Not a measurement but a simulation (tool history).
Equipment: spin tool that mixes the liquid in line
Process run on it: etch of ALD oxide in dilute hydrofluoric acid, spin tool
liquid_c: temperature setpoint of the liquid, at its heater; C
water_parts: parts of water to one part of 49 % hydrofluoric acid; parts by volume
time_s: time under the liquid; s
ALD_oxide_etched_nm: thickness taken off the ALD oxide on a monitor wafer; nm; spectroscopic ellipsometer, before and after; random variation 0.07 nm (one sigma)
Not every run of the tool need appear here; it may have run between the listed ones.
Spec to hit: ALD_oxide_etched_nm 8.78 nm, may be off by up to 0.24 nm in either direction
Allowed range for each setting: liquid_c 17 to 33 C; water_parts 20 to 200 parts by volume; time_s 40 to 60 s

run  hour  liquid_c  water_parts  time_s  ALD_oxide_etched_nm
  1     0        25          110      60               11.791
  2   3.1        24          110      60               11.343
  3   4.1        24           75      60               17.542
  4   9.8        21           75      60               15.454
  5  10.9      20.5           80      60               13.981
  6  12.8      20.5          100      60               11.039
  7  17.6        20          100      60               10.985
  8  18.4      19.5          100      60               10.596
  9  22.7        19          100      60               10.424
 10  29.3      18.5          100      60               10.114

Which one of the following 4 next-run settings gets every result inside its allowed miss? There is exactly one.
  A  35.9        18           85      60                    ?
  B  35.9        20           95      60                    ?
  C  35.9        20          100      60                    ?
  D  35.9      17.5          110      60                    ?

move  ALD_oxide_etched_nm
   A               11.938
   B               11.483
   C               10.848
   D               8.7965
A: moves away from the targets compared with the last run
B: moves away from the targets compared with the last run
C: moves away from the targets compared with the last run
D: meets every target
Go with D: it meets all targets.
